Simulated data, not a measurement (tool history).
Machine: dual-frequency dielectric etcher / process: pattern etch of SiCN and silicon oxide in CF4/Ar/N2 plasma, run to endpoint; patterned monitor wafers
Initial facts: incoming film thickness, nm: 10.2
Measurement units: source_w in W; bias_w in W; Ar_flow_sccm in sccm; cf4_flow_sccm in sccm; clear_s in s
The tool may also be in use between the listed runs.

run  hour  source_w  bias_w  Ar_flow_sccm  cf4_flow_sccm  clear_s
  1   0.0       540      67            93             63   10.082
  2   5.7       540      67            83             63   10.086
  3  12.6       540      67            83             67    9.959
  4  18.1       520      67            83             67   10.345
  5  22.2       520      67            83             57   10.471
  6  24.8       520      67            83             68   10.165
  7  29.7       500      67            83             68   10.522
  8  32.1       480      67            83             68   10.868
  9  40.7       480      67            83             68   10.931
     47.2  -- bias power generator calibrated
 10  47.2       460      67            83             68   11.234
 11  53.5       450      67            83             68   11.394
 12  57.4       440      67            83             68   11.653
 13  59.5       430      67            83             68   11.730
 14  68.5       420      67            83             68   12.056

What does the tool deliver on the next run?
 15  73.2       410      67            83             68        ?

clear_s: 12.208 s
